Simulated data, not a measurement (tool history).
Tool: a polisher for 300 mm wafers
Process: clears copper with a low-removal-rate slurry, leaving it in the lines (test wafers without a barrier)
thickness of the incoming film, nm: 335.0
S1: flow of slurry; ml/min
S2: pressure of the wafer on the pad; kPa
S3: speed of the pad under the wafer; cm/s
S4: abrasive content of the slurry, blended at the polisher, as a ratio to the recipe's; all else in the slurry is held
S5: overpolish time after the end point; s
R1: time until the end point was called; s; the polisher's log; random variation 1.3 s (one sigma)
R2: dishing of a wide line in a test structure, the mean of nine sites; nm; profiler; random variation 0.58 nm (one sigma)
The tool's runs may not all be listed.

Run 1, hour 0.0: S1 250 ml/min, S2 19.3 kPa, S3 124 cm/s, S4 1.0, S5 17 s. Result: R1 91.580 s, R2 38.933 nm.
Run 2, hour 6.8: S1 250 ml/min, S2 19.3 kPa, S3 124 cm/s, S4 1.0, S5 22 s. Result: R1 90.508 s, R2 47.634 nm.
Run 3, hour 7.9: S1 250 ml/min, S2 19.3 kPa, S3 124 cm/s, S4 1.0, S5 29 s. Result: R1 90.956 s, R2 57.746 nm.
Run 4, hour 10.9: S1 250 ml/min, S2 22.1 kPa, S3 124 cm/s, S4 1.0, S5 29 s. Result: R1 78.844 s, R2 63.026 nm.
Run 5, hour 14.3: S1 250 ml/min, S2 21.4 kPa, S3 124 cm/s, S4 1.0, S5 28 s. Result: R1 80.242 s, R2 61.646 nm.
Run 6, hour 21.6: S1 250 ml/min, S2 21.4 kPa, S3 124 cm/s, S4 1.0, S5 32 s. Result: R1 83.512 s, R2 65.529 nm.

Forecast run 7:
Run 7, hour 23.1: S1 250 ml/min, S2 20.7 kPa, S3 124 cm/s, S4 1.0, S5 31 s. Result: R1 ?, R2 ?.

{"run 7": {"R1": 84.575, "R2": 63.61}}
